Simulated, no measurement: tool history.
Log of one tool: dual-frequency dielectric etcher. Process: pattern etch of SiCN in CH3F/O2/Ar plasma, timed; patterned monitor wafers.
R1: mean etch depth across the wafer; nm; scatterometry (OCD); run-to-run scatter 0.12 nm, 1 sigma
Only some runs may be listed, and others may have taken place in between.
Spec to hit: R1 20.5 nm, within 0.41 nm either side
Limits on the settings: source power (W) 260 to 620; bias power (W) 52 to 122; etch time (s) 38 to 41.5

{"run": 1, "hour": 0.0, "source power (W)": 440, "bias power (W)": 87, "etch time (s)": 41.5, "R1": 17.523}
{"run": 2, "hour": 3.8, "source power (W)": 480, "bias power (W)": 89, "etch time (s)": 41.5, "R1": 18.193}
{"run": 3, "hour": 7.3, "source power (W)": 480, "bias power (W)": 89, "etch time (s)": 41.5, "R1": 18.266}
{"run": 4, "hour": 14.0, "source power (W)": 510, "bias power (W)": 90, "etch time (s)": 41.5, "R1": 18.518}
{"run": 5, "hour": 15.0, "source power (W)": 530, "bias power (W)": 94, "etch time (s)": 41.5, "R1": 19.106}
{"run": 6, "hour": 16.4, "source power (W)": 500, "bias power (W)": 94, "etch time (s)": 41.5, "R1": 18.784}
{"run": 7, "hour": 21.3, "source power (W)": 520, "bias power (W)": 96, "etch time (s)": 41.5, "R1": 19.302}
{"run": 8, "hour": 23.1, "source power (W)": 540, "bias power (W)": 97, "etch time (s)": 41.5, "R1": 19.782}
{"run": 9, "hour": 28.2, "source power (W)": 550, "bias power (W)": 97, "etch time (s)": 41.5, "R1": 19.894}
{"run": 10, "hour": 33.9, "source power (W)": 560, "bias power (W)": 97, "etch time (s)": 41.5, "R1": 19.718}
{"run": 11, "hour": 38.2, "source power (W)": 560, "bias power (W)": 97, "etch time (s)": 41.5, "R1": 19.848}
{"run": 12, "hour": 39.1, "source power (W)": 570, "bias power (W)": 98, "etch time (s)": 41.5, "R1": 19.842}

4 next moves are on the table. One of them brings every result within its allowed miss. Which?
{"run": "A", "hour": 40.0, "source power (W)": 580, "bias power (W)": 103, "etch time (s)": 41.5, "R1": "?"}
{"run": "B", "hour": 40.0, "source power (W)": 420, "bias power (W)": 122, "etch time (s)": 41.5, "R1": "?"}
{"run": "C", "hour": 40.0, "source power (W)": 540, "bias power (W)": 111, "etch time (s)": 39.5, "R1": "?"}
{"run": "D", "hour": 40.0, "source power (W)": 560, "bias power (W)": 90, "etch time (s)": 40.5, "R1": "?"}

move=A R1=20.308
move=B R1=19.256
move=C R1=19.348
move=D R1=18.676
A: each result inside its tolerance
B: the biggest miss grows against the last run
C: the biggest miss grows against the last run
D: the biggest miss grows against the last run
The right move is A.
